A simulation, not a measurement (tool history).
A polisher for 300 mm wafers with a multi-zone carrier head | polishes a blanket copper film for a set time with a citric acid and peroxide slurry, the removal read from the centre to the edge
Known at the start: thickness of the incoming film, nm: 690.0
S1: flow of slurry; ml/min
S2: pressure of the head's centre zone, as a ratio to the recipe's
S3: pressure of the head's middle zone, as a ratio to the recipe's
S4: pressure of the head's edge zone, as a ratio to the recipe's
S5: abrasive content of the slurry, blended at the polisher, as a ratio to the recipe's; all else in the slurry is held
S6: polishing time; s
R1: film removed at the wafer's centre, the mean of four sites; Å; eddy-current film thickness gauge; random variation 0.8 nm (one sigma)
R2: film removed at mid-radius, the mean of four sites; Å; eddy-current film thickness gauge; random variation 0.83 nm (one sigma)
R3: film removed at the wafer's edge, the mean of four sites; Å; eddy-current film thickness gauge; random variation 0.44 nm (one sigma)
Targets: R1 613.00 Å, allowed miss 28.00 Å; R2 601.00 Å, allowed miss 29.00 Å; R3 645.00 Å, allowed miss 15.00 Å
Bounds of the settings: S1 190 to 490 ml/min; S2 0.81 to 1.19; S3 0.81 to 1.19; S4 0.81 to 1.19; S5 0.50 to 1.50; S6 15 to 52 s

run    day   S1    S2    S3    S4    S5  S6      R1      R2      R3
  1  0.000  315  1.00  1.00  1.00  1.00  33  585.22  573.42  583.95
  2  0.129  320  1.00  1.00  1.02  1.00  33  582.66  585.36  586.81
  3  0.225  320  1.00  0.97  1.02  1.00  33  583.54  580.50  581.65
  4  0.471  300  1.01  0.96  1.05  1.05  33  598.69  581.21  587.88
  5  0.642  305  1.00  0.94  1.07  1.05  33  586.86  549.74  601.66
  6  0.700  305  0.93  0.94  1.07  1.05  33  553.43  540.62  612.92
  7  0.792  310  0.94  0.95  1.08  1.05  33  561.54  547.12  605.78
  8  0.850  310  0.94  0.96  1.09  1.10  33  563.76  570.00  614.87
  9  1.183  310  0.95  0.96  1.10  1.10  33  569.32  587.04  616.43
 10  1.462  310  0.95  0.96  1.10  1.10  33  551.32  562.15  618.91
 11  1.588  310  0.96  0.96  1.10  1.15  33  577.29  576.96  626.55
 12  1.671  315  0.97  0.96  1.10  1.15  33  573.87  575.10  621.05
 13  2.021  315  0.98  0.96  1.10  1.15  33  589.26  573.65  617.98
 14  2.358  315  0.98  0.96  1.11  1.15  33  583.47  580.51  626.08
 15  2.646  315  0.99  0.96  1.11  1.15  33  603.56  580.07  623.42
 16  2.992  315  0.99  0.96  1.12  1.15  33  606.98  572.49  622.65

5 next moves are on the table. One of them brings every result within its allowed miss. Which?
  A  3.338  270  1.00  1.10  0.99  1.25  34   ?   ?   ?
  B  3.338  385  0.95  1.04  0.98  1.40  34   ?   ?   ?
  C  3.338  355  0.96  0.96  1.07  1.05  35   ?   ?   ?
  D  3.338  190  0.86  1.06  1.09  1.30  37   ?   ?   ?
  E  3.338  340  1.04  1.01  1.07  1.10  37   ?   ?   ?

move      R1      R2      R3
   A  614.52  680.67  610.67
   B  620.88  688.37  639.79
   C  604.36  620.36  644.49
   D  545.17  685.89  673.73
   E  696.22  687.82  685.12
A: further off than the last run
B: brings the result that was furthest off to its target, and leaves another outside
C: meets every target
D: takes the result that was furthest off past its target
E: takes the result that was furthest off past its target
Move C is the one to make.
